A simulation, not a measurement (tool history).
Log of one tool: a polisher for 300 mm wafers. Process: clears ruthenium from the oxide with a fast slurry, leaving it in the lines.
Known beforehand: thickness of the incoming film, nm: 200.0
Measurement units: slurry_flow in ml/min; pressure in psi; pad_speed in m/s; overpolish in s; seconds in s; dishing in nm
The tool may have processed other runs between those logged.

| run | hour | slurry_flow | pressure | pad_speed | slurry_solids | overpolish | seconds | dishing |
|---|---|---|---|---|---|---|---|---|
| 1 | 0 | 165 | 2 | 0.98 | 1 | 20 | 81.808 | 25.201 |
| 2 | 7.7 | 165 | 2 | 0.98 | 1 | 15 | 83.805 | 20.955 |
| 3 | 10.6 | 165 | 2 | 0.84 | 1 | 15 | 94.326 | 18.801 |
| 4 | 15.7 | 170 | 2.2 | 0.84 | 1 | 14 | 84.642 | 19.243 |
| 5 | 17.3 | 170 | 2.2 | 0.66 | 1 | 14 | 106.37 | 15.977 |
| 6 | 21 | 135 | 2.2 | 0.66 | 1 | 14 | 115.67 | 14.991 |
| 7 | 28.3 | 155 | 2.4 | 0.66 | 1 | 14 | 100.04 | 17.129 |
| 8 | 36.8 | 175 | 2.5 | 0.66 | 1 | 13 | 96.348 | 16.549 |
| 9 | 42.4 | 180 | 2.6 | 0.68 | 1 | 13 | 91.373 | 17.54 |
| 10 | 46.6 | 185 | 2.7 | 0.7 | 1 | 12 | 84.715 | 17.335 |
| 11 | 52.5 | 190 | 2.8 | 0.72 | 1 | 12 | 76.008 | 18.41 |
| 12 | 59.7 | 195 | 2.9 | 0.72 | 1 | 12 | 74.638 | 19.238 |
| 13 | 67.6 | 200 | 2.9 | 0.72 | 1 | 12 | 73.389 | 19.138 |
| 14 | 72.1 | 205 | 2.9 | 0.72 | 1 | 12 | 72.59 | 19.499 |

The next listed run, before its measurement:
| 15 | 81 | 210 | 2.9 | 0.72 | 1 | 12 | ? | ? |

seconds: 73.483 s
dishing: 18.934 nm
